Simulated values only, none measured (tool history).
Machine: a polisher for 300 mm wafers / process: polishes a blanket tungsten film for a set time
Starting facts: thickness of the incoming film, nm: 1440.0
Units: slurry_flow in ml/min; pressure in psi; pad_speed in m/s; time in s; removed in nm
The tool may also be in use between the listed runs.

run  hour  slurry_flow  pressure  pad_speed  slurry_solids  time  removed
  1   0.0          165       3.6       1.22           1.00    40   177.81
  2   4.2          165       4.4       1.22           1.00    40   217.00
  3  12.5          165       4.4       1.22           1.15    40   223.27
  4  17.4          195       4.4       1.22           1.15    40   231.32
  5  20.7          195       5.0       1.22           1.15    40   265.42
  6  22.3          195       5.0       1.22           1.05    40   257.64
  7  25.3          190       4.6       1.22           1.05    40   234.17
  8  33.7          185       4.2       1.22           1.05    40   214.07
  9  42.6          175       3.9       1.22           1.05    40   198.33
 10  47.7          170       3.6       1.22           1.05    40   182.99
 11  53.8          165       3.4       1.22           1.05    40   170.05
 12  57.5          160       3.2       1.22           1.05    40   160.19
 13  58.6          155       3.1       1.22           1.05    40   155.65
 14  61.6          155       3.1       1.22           1.05    40   156.20
 15  64.0          150       3.0       1.22           1.05    40   147.54
 16  65.1          145       2.9       1.22           1.05    40   143.23

Estimate the outcome of run 17 from the log above:
 17  71.2          145       2.9       1.22           1.05    40        ?

Logged for run 17: removed 143.84 nm.

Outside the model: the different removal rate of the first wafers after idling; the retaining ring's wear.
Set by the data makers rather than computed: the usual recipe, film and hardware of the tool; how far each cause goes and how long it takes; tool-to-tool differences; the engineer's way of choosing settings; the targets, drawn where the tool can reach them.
